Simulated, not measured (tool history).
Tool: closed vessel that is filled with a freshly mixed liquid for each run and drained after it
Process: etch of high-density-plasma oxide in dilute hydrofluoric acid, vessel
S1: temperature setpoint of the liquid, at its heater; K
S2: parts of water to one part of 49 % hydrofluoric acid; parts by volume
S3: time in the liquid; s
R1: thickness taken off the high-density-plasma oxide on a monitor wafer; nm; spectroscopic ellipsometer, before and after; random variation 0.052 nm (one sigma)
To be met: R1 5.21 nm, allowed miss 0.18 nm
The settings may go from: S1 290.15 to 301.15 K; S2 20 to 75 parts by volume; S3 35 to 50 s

run  hour      S1  S2  S3      R1
  1     0  293.15  45  50  5.9205
  2   7.6  292.65  45  50  5.7118
  3  15.5  292.15  45  50  5.6149
  4  24.2  292.15  45  35  4.0286
  5    25  293.15  45  35  4.1922
  6  26.1  290.15  45  35  3.6291
  7  31.8  294.15  45  35  4.3573
  8    35  295.65  45  35  4.6786
  9  42.7  296.65  45  35  4.7012
 10  47.9  297.65  45  35  5.0425

Which of these 4 next moves meets every target?
  A  53.1  295.65  60  50   ?
  B  53.1  297.15  45  35   ?
  C  53.1  291.65  35  40   ?
  D  53.1  297.65  50  40   ?

move      R1
   A  4.8679
   B  4.9289
   C   5.809
   D  5.1406
A: further off than the last run
B: further off than the last run
C: takes the result that was furthest off past its target
D: meets every target
The right move is D.
